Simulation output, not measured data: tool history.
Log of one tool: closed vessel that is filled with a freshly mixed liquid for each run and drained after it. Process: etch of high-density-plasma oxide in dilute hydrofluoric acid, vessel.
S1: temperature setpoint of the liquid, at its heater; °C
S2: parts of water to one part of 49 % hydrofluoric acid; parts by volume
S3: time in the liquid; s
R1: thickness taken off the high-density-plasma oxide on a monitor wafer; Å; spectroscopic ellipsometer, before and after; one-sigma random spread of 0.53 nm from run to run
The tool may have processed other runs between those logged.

Run 1, hour 0.0: S1 24.0 °C, S2 240 parts by volume, S3 2995 s. Result: R1 577.13 Å.
Run 2, hour 4.5: S1 25.5 °C, S2 225 parts by volume, S3 2995 s. Result: R1 661.31 Å.
Run 3, hour 6.6: S1 25.5 °C, S2 225 parts by volume, S3 3205 s. Result: R1 708.01 Å.
Run 4, hour 12.5: S1 25.5 °C, S2 225 parts by volume, S3 2995 s. Result: R1 655.53 Å.
Run 5, hour 17.2: S1 25.5 °C, S2 175 parts by volume, S3 2995 s. Result: R1 892.13 Å.
Run 6, hour 22.3: S1 26.5 °C, S2 175 parts by volume, S3 2995 s. Result: R1 937.78 Å.
Run 7, hour 27.7: S1 27.0 °C, S2 175 parts by volume, S3 2995 s. Result: R1 950.09 Å.
Run 8, hour 35.8: S1 27.5 °C, S2 175 parts by volume, S3 2995 s. Result: R1 974.50 Å.
Run 9, hour 38.4: S1 28.0 °C, S2 175 parts by volume, S3 2995 s. Result: R1 988.11 Å.

Expected results for the next run?
Run 10, hour 43.0: S1 28.5 °C, S2 175 parts by volume, S3 2995 s. Result: R1 ?.

R1: 1005.50 Å
